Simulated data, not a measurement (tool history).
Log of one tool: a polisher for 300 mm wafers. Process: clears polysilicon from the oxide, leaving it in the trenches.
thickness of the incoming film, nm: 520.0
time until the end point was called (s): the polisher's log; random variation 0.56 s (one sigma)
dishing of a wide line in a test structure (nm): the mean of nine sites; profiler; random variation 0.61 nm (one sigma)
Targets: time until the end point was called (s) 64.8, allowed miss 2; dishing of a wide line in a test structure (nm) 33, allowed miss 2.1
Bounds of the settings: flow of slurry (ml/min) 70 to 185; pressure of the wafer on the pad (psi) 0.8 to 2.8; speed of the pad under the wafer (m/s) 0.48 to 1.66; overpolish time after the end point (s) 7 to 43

run	hour	flow of slurry (ml/min)	pressure of the wafer on the pad (psi)	speed of the pad under the wafer (m/s)	overpolish time after the end point (s)	time until the end point was called (s)	dishing of a wide line in a test structure (nm)
1	0	120	1.8	1.06	22	69.642	41.495
2	4.7	120	1.8	1.06	27	69.411	41.227
3	13.7	120	1.6	1.06	27	75.273	42.032
4	18	125	1.7	1.02	24	73.749	42.807
5	23.8	110	1.7	1.02	24	75.817	42.807
6	27.8	110	1.7	1.02	18	75.885	40.891
7	31.4	105	1.8	1.02	16	72.182	39.612
8	38.7	100	1.9	1	14	71.356	39.54
9	40.5	95	2	0.98	13	70.704	38.442
10	45.4	90	2.1	0.96	12	70.279	37.699
11	53.7	85	2.2	0.94	11	69.359	37.266
12	57.6	80	2.3	0.92	10	70.358	36.497
13	66.5	80	2.4	0.9	9	70.311	34.797
14	72.5	85	2.4	0.9	9	68.527	35.884
15	75	80	2.5	0.9	9	67.04	36.387
16	80.8	80	2.5	0.9	9	67.212	35.75
17	84.5	80	2.6	0.9	9	64.746	36.322

Which of these 5 next moves meets every target?
A	88.2	90	2.6	0.88	13	?	?
B	88.2	85	2.7	0.86	13	?	?
C	88.2	85	2.6	0.88	14	?	?
D	88.2	85	2.4	0.96	7	?	?
E	88.2	75	2.2	1.1	13	?	?

move	time until the end point was called (s)	dishing of a wide line in a test structure (nm)
A	64.37	38.986
B	64.409	38.981
C	64.873	39.453
D	63.422	32.302
E	60.36	39.439
A: further off than the last run
B: further off than the last run
C: further off than the last run
D: meets every target
E: further off than the last run
Answer: D
